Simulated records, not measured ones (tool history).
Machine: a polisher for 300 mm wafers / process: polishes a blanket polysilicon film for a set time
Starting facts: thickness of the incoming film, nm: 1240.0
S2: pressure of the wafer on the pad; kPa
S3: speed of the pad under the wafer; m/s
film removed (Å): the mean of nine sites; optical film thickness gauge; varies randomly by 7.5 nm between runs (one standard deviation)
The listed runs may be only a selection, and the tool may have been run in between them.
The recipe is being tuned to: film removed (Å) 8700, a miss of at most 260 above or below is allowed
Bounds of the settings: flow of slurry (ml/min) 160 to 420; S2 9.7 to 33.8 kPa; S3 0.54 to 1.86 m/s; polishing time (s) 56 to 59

Run 1, day 0: flow of slurry (ml/min) 270, S2 21.4 kPa, S3 1.18 m/s, polishing time (s) 56. Result: film removed (Å) 6173.4.
Run 2, day 0.162: flow of slurry (ml/min) 270, S2 22.8 kPa, S3 1.18 m/s, polishing time (s) 56. Result: film removed (Å) 6322.7.
Run 3, day 0.462: flow of slurry (ml/min) 270, S2 22.8 kPa, S3 1.18 m/s, polishing time (s) 59. Result: film removed (Å) 6663.
Run 4, day 0.529: flow of slurry (ml/min) 270, S2 24.1 kPa, S3 1.18 m/s, polishing time (s) 59. Result: film removed (Å) 7045.8.
Run 5, day 0.896: flow of slurry (ml/min) 220, S2 24.1 kPa, S3 1.18 m/s, polishing time (s) 59. Result: film removed (Å) 6907.5.
Run 6, day 1.046: flow of slurry (ml/min) 225, S2 24.8 kPa, S3 1.18 m/s, polishing time (s) 59. Result: film removed (Å) 7028.1.
Run 7, day 1.417: flow of slurry (ml/min) 235, S2 25.5 kPa, S3 1.18 m/s, polishing time (s) 59. Result: film removed (Å) 7245.
Run 8, day 1.7: flow of slurry (ml/min) 245, S2 26.2 kPa, S3 1.18 m/s, polishing time (s) 59. Result: film removed (Å) 7478.7.
Run 9, day 1.925: flow of slurry (ml/min) 250, S2 26.9 kPa, S3 1.18 m/s, polishing time (s) 59. Result: film removed (Å) 7494.4.
Run 10, day 2.271: flow of slurry (ml/min) 250, S2 27.6 kPa, S3 1.18 m/s, polishing time (s) 59. Result: film removed (Å) 7708.3.
Run 11, day 2.55: flow of slurry (ml/min) 250, S2 27.6 kPa, S3 1.18 m/s, polishing time (s) 59. Result: film removed (Å) 7702.6.
Run 12, day 2.6: flow of slurry (ml/min) 250, S2 27.6 kPa, S3 1.18 m/s, polishing time (s) 59. Result: film removed (Å) 7648.
Run 13, day 2.725: flow of slurry (ml/min) 250, S2 28.3 kPa, S3 1.18 m/s, polishing time (s) 59. Result: film removed (Å) 7837.8.
Run 14, day 2.758: flow of slurry (ml/min) 250, S2 29 kPa, S3 1.18 m/s, polishing time (s) 59. Result: film removed (Å) 7966.5.
Run 15, day 3.083: flow of slurry (ml/min) 260, S2 31 kPa, S3 1.18 m/s, polishing time (s) 59. Result: film removed (Å) 8384.3.

5 next moves are on the table. One of them brings every result within its allowed miss. Which?
Run A, day 3.408: flow of slurry (ml/min) 365, S2 30.3 kPa, S3 1.18 m/s, polishing time (s) 56. Result: film removed (Å) ?.
Run B, day 3.408: flow of slurry (ml/min) 225, S2 27.6 kPa, S3 1.28 m/s, polishing time (s) 59. Result: film removed (Å) ?.
Run C, day 3.408: flow of slurry (ml/min) 290, S2 33.1 kPa, S3 1.26 m/s, polishing time (s) 59. Result: film removed (Å) ?.
Run D, day 3.408: flow of slurry (ml/min) 300, S2 31.7 kPa, S3 1.18 m/s, polishing time (s) 59. Result: film removed (Å) ?.
Run E, day 3.408: flow of slurry (ml/min) 160, S2 33.8 kPa, S3 1.06 m/s, polishing time (s) 59. Result: film removed (Å) ?.

move  film removed (Å)
   A            7870.3
   B            7951.4
   C            9187.3
   D            8454.4
   E            7683.6
A: misses by more than the last run did
B: misses by more than the last run did
C: pushes the last run's worst result past its target
D: each result inside its tolerance
E: misses by more than the last run did
So the answer is move D, the one that meets all the targets.
